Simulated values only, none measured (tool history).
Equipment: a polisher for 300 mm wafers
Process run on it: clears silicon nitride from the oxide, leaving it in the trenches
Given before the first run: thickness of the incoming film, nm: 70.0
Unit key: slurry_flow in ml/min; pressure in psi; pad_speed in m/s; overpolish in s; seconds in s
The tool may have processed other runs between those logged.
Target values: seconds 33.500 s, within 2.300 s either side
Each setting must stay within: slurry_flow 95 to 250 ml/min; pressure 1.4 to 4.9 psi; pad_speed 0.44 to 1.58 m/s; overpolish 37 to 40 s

| run | hour | slurry_flow | pressure | pad_speed | overpolish | seconds |
|---|---|---|---|---|---|---|
| 1 | 0.0 | 160 | 3.1 | 1.00 | 37 | 62.004 |
| 2 | 7.1 | 160 | 3.4 | 1.02 | 37 | 52.773 |
| 3 | 11.6 | 160 | 3.6 | 1.02 | 37 | 51.811 |
| 4 | 13.5 | 160 | 3.6 | 1.12 | 37 | 47.235 |
| 5 | 15.6 | 160 | 3.6 | 1.26 | 37 | 42.703 |
| 6 | 24.5 | 160 | 3.7 | 1.26 | 37 | 43.392 |
| 7 | 27.9 | 160 | 3.9 | 1.28 | 37 | 39.021 |
| 8 | 32.3 | 160 | 4.0 | 1.28 | 37 | 37.801 |
| 9 | 34.1 | 160 | 4.1 | 1.28 | 37 | 38.129 |
|  | 36.7 | head pressure recalibrated |
| 10 | 36.7 | 160 | 4.2 | 1.28 | 37 | 41.328 |
| 11 | 44.9 | 160 | 4.2 | 1.32 | 37 | 39.843 |
| 12 | 53.8 | 160 | 4.2 | 1.36 | 37 | 38.009 |

Which one of the following 4 next-run settings gets every result inside its allowed miss? There is exactly one.
| A | 62.7 | 155 | 4.7 | 1.58 | 40 | ? |
| B | 62.7 | 215 | 4.8 | 1.50 | 37 | ? |
| C | 62.7 | 170 | 4.5 | 1.48 | 38 | ? |
| D | 62.7 | 155 | 4.9 | 1.58 | 37 | ? |

| move | seconds |
|---|---|
| A | 30.315 |
| B | 29.764 |
| C | 33.060 |
| D | 29.101 |
A: takes the result that was furthest off past its target
B: takes the result that was furthest off past its target
C: all results land within tolerance of their targets
D: takes the result that was furthest off past its target
Correct choice: C, which meets every target
